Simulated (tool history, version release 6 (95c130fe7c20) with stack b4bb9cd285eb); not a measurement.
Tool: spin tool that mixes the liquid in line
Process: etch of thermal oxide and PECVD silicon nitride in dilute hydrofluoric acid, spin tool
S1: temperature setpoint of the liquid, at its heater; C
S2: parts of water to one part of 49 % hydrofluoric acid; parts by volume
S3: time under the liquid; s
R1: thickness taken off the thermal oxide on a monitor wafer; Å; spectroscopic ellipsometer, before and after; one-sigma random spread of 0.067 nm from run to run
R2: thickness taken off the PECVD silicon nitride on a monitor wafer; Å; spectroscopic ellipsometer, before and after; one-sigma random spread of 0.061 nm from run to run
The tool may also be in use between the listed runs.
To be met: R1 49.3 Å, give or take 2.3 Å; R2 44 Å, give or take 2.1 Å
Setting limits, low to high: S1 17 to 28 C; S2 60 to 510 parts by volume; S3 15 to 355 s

| run | hour | S1 | S2 | S3 | R1 | R2 |
|---|---|---|---|---|---|---|
| 1 | 0 | 20 | 285 | 180 | 20.44 | 17.407 |
| 2 | 3.4 | 20 | 360 | 180 | 15.219 | 13.952 |
| 3 | 4.8 | 21 | 335 | 180 | 17.074 | 16.006 |
| 4 | 10 | 21 | 405 | 180 | 13.673 | 13.267 |
| 5 | 17.6 | 21 | 335 | 180 | 17.322 | 15.637 |
| 6 | 22.2 | 17.5 | 335 | 180 | 15.623 | 12.906 |
| 7 | 29.2 | 18.5 | 310 | 180 | 17.575 | 14.586 |
| 8 | 33.1 | 19.5 | 290 | 180 | 20.146 | 16.676 |
| 9 | 38.5 | 23.5 | 180 | 185 | 41.443 | 35.257 |
| 10 | 40.8 | 25 | 170 | 185 | 47.473 | 41.226 |

Exactly one of the 5 candidate moves below puts every result within its allowed miss. Which one?
| A | 43.1 | 25.5 | 180 | 200 | ? | ? |
| B | 43.1 | 24.5 | 180 | 190 | ? | ? |
| C | 43.1 | 28 | 205 | 215 | ? | ? |
| D | 43.1 | 22.5 | 150 | 205 | ? | ? |
| E | 43.1 | 28 | 205 | 195 | ? | ? |

| move | R1 | R2 |
|---|---|---|
| A | 49.083 | 44.773 |
| B | 44.933 | 39.931 |
| C | 49.256 | 49.307 |
| D | 55.738 | 45.348 |
| E | 44.674 | 44.72 |
A: each result inside its tolerance
B: lands further from the targets than the last run did
C: the result that was furthest off in the last run now lies on the other side of its target
D: gets the furthest-off result to its target, but another result is out of tolerance
E: gets the furthest-off result to its target, but another result is out of tolerance
Move A is the one to make.
